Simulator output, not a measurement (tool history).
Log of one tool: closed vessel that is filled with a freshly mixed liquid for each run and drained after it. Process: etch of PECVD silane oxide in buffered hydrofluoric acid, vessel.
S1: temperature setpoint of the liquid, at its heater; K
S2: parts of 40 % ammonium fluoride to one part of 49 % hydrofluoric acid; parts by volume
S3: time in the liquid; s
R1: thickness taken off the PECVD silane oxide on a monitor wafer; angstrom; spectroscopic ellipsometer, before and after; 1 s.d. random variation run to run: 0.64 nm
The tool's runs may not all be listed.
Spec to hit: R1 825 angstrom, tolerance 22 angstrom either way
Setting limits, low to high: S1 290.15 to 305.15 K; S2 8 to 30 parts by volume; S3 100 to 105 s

run 1 hour=0 | S1=297.15 S2=21.5 S3=100 | R1=1048.9
run 2 hour=5.3 | S1=297.15 S2=18.5 S3=100 | R1=1188.7
run 3 hour=7.8 | S1=295.65 S2=18.5 S3=100 | R1=1089.5
run 4 hour=11.8 | S1=295.65 S2=18.5 S3=100 | R1=1081.2
run 5 hour=19.1 | S1=294.65 S2=18.5 S3=100 | R1=1028.2
run 6 hour=21.8 | S1=294.65 S2=18.5 S3=100 | R1=1032.6
run 7 hour=30 | S1=293.65 S2=18.5 S3=100 | R1=965.71
run 8 hour=38.6 | S1=293.15 S2=18.5 S3=100 | R1=951.54
run 9 hour=39.7 | S1=292.65 S2=18.5 S3=100 | R1=916.63
run 10 hour=46 | S1=292.15 S2=18.5 S3=100 | R1=885.62
run 11 hour=51 | S1=291.65 S2=18.5 S3=100 | R1=864.44
run 12 hour=57.7 | S1=291.65 S2=18.5 S3=100 | R1=874.57

Consider the 4 candidate settings below. Which is the only one whose results all fall within their allowed miss of target?
run A hour=64.4 | S1=290.65 S2=18.5 S3=105 | R1=?
run B hour=64.4 | S1=293.15 S2=19 S3=105 | R1=?
run C hour=64.4 | S1=290.15 S2=16.5 S3=100 | R1=?
run D hour=64.4 | S1=290.15 S2=18 S3=100 | R1=?

move=A R1=870.28
move=B R1=976.49
move=C R1=901.83
move=D R1=827.6
A: gains on the last run, yet a result remains outside its allowed miss
B: further off than the last run
C: further off than the last run
D: in spec on every target
D is the move that brings every result within its allowed miss.
